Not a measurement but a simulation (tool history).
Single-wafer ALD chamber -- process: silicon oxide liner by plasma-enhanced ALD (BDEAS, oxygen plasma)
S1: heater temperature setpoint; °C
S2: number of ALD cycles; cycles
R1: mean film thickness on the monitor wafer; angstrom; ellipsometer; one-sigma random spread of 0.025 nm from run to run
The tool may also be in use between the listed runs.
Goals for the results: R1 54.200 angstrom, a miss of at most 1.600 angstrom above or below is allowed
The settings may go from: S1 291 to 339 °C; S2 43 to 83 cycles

run,day,S1,S2,R1
1,0.000,315,63,61.398
2,0.338,315,61,59.230
3,0.538,323,61,58.735
4,0.758,323,60,57.824
5,1.050,323,67,64.418
6,1.171,323,61,58.331
7,1.208,323,61,58.604
8,1.508,323,60,57.444
9,1.679,323,59,56.858

Consider the 4 candidate settings below. Which is the only one whose results all fall within their allowed miss of target?
A,1.850,319,56,?
B,1.850,322,60,?
C,1.850,318,59,?
D,1.850,316,62,?

move,R1
A,54.104
B,57.684
C,57.096
D,60.195
A: meets every target
B: the biggest miss grows against the last run
C: the biggest miss grows against the last run
D: the biggest miss grows against the last run
Answer: A
